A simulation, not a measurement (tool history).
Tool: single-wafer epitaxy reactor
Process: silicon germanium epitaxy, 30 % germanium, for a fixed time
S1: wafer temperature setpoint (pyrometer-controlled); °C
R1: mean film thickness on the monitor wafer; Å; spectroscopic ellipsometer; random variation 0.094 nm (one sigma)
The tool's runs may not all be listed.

run 1 day=0.000 | S1=575 chamber_pressure_(Pa)=2840 | R1=394.69
run 2 day=0.196 | S1=573 chamber_pressure_(Pa)=2840 | R1=379.30
run 3 day=0.288 | S1=571 chamber_pressure_(Pa)=2840 | R1=369.68
run 4 day=0.488 | S1=571 chamber_pressure_(Pa)=3240 | R1=386.00
run 5 day=0.600 | S1=571 chamber_pressure_(Pa)=2920 | R1=373.08
run 6 day=0.975 | S1=571 chamber_pressure_(Pa)=3426 | R1=393.23
run 7 day=1.250 | S1=569 chamber_pressure_(Pa)=3413 | R1=377.20
run 8 day=1.421 | S1=567 chamber_pressure_(Pa)=3413 | R1=364.67
run 9 day=1.488 | S1=565 chamber_pressure_(Pa)=3413 | R1=353.04

The next listed run, before its measurement:
run 10 day=1.746 | S1=555 chamber_pressure_(Pa)=3386 | R1=?

Run 10 gave R1 296.38 Å.
